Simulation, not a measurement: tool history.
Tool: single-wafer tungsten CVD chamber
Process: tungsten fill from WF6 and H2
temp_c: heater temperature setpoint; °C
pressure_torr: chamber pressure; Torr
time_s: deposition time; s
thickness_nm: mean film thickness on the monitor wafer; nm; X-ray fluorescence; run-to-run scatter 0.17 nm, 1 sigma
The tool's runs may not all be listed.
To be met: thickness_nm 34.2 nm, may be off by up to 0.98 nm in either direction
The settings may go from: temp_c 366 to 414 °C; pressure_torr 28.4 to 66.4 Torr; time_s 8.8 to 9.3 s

run	day	temp_c	pressure_torr	time_s	thickness_nm
1	0	390	47.4	9.3	29.416
2	0.146	390	47.4	8.8	27.944
3	0.238	397	47.4	8.8	32.379
4	0.525	403	47.4	8.8	36.427
5	0.55	403	55.2	8.8	39.2
6	0.771	408	55.2	8.8	43.262
7	1.029	407	55.1	8.8	42.494
8	1.254	406	55	8.8	41.518
9	1.396	395	54.1	8.8	33.044

Exercise: of the 5 proposed moves below, exactly one satisfies all targets within the stated allowed misses. Which move is it?
A	1.538	389	54	9.3	?
B	1.538	395	51.9	8.8	?
C	1.538	386	65.8	9	?
D	1.538	391	58	8.8	?
E	1.538	393	58.2	9.2	?

move	thickness_nm
A	30.593
B	32.396
C	30.177
D	31.215
E	34.133
A: the biggest miss grows against the last run
B: the biggest miss grows against the last run
C: the biggest miss grows against the last run
D: the biggest miss grows against the last run
E: every result lands within tolerance
Go with E: it meets all targets.
